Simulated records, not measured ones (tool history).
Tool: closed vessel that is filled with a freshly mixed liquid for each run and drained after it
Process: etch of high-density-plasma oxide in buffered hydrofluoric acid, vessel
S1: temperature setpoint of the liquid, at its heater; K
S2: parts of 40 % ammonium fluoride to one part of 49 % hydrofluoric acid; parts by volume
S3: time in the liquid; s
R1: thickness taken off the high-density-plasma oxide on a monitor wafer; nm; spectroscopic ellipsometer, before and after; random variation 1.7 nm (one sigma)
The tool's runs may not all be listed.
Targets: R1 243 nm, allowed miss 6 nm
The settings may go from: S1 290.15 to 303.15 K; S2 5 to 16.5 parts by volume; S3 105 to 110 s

run    day      S1    S2   S3      R1
  1      0  295.15    10  105  181.15
  2  0.362  293.65    10  105   165.2
  3  0.712  293.65  11.5  105   144.9
  4  0.808  293.65     9  105  178.37
  5  1.117  293.65    11  105  152.59
  6  1.333  295.15    11  105  165.51
  7   1.45  297.15    11  105  183.81
  8  1.717  298.65    11  105  202.08

4 next moves are on the table. One of them brings every result within its allowed miss. Which?
  A  1.983  300.65  10.5  105   ?
  B  1.983  299.65    10  105   ?
  C  1.983  298.65   9.5  105   ?
  D  1.983  296.15     8  110   ?

move      R1
   A  233.73
   B  232.32
   C  227.38
   D   244.4
A: nearer than the last run, and not there yet
B: nearer than the last run, and not there yet
C: nearer than the last run, and not there yet
D: meets every target
Answer: D

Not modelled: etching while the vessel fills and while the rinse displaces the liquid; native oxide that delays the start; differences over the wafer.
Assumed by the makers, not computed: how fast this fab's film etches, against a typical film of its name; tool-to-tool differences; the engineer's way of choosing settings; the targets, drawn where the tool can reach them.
